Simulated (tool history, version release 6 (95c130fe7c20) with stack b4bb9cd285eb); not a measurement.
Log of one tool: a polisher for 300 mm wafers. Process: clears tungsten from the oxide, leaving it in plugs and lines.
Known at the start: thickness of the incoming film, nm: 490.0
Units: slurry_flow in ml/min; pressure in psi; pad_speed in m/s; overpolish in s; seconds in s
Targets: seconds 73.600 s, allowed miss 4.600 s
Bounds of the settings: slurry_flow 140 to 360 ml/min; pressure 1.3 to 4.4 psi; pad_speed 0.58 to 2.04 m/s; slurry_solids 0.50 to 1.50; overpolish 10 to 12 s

Run 1, day 0.000: slurry_flow 230 ml/min, pressure 2.8 psi, pad_speed 1.30 m/s, slurry_solids 1.00, overpolish 12 s. Result: seconds 111.910 s.
Run 2, day 0.162: slurry_flow 190 ml/min, pressure 2.8 psi, pad_speed 1.30 m/s, slurry_solids 1.00, overpolish 12 s. Result: seconds 114.600 s.
Run 3, day 0.375: slurry_flow 190 ml/min, pressure 3.1 psi, pad_speed 1.30 m/s, slurry_solids 1.00, overpolish 12 s. Result: seconds 105.960 s.
Run 4, day 0.554: slurry_flow 190 ml/min, pressure 3.1 psi, pad_speed 1.30 m/s, slurry_solids 1.00, overpolish 12 s. Result: seconds 102.410 s.
Run 5, day 0.742: slurry_flow 190 ml/min, pressure 3.2 psi, pad_speed 1.30 m/s, slurry_solids 1.00, overpolish 12 s. Result: seconds 104.290 s.
Run 6, day 0.892: slurry_flow 160 ml/min, pressure 3.2 psi, pad_speed 1.30 m/s, slurry_solids 1.00, overpolish 12 s. Result: seconds 106.100 s.
Run 7, day 0.933: slurry_flow 160 ml/min, pressure 4.0 psi, pad_speed 1.36 m/s, slurry_solids 1.00, overpolish 12 s. Result: seconds 83.393 s.
Run 8, day 0.975: slurry_flow 160 ml/min, pressure 4.1 psi, pad_speed 1.36 m/s, slurry_solids 1.00, overpolish 12 s. Result: seconds 81.207 s.
Run 9, day 1.154: slurry_flow 160 ml/min, pressure 4.2 psi, pad_speed 1.36 m/s, slurry_solids 1.00, overpolish 12 s. Result: seconds 78.729 s.

5 next moves are on the table. One of them brings every result within its allowed miss. Which?
Run A, day 1.333: slurry_flow 150 ml/min, pressure 4.4 psi, pad_speed 1.54 m/s, slurry_solids 1.15, overpolish 11 s. Result: seconds ?.
Run B, day 1.333: slurry_flow 140 ml/min, pressure 4.3 psi, pad_speed 1.34 m/s, slurry_solids 0.85, overpolish 12 s. Result: seconds ?.
Run C, day 1.333: slurry_flow 200 ml/min, pressure 4.2 psi, pad_speed 1.22 m/s, slurry_solids 0.95, overpolish 12 s. Result: seconds ?.
Run D, day 1.333: slurry_flow 150 ml/min, pressure 4.4 psi, pad_speed 1.74 m/s, slurry_solids 1.05, overpolish 10 s. Result: seconds ?.
Run E, day 1.333: slurry_flow 170 ml/min, pressure 4.4 psi, pad_speed 1.34 m/s, slurry_solids 1.05, overpolish 12 s. Result: seconds ?.

move  seconds
   A   65.015
   B   80.287
   C   82.009
   D   59.781
   E   72.904
A: takes the result that was furthest off past its target
B: further off than the last run
C: further off than the last run
D: takes the result that was furthest off past its target
E: meets every target
The right move is E.
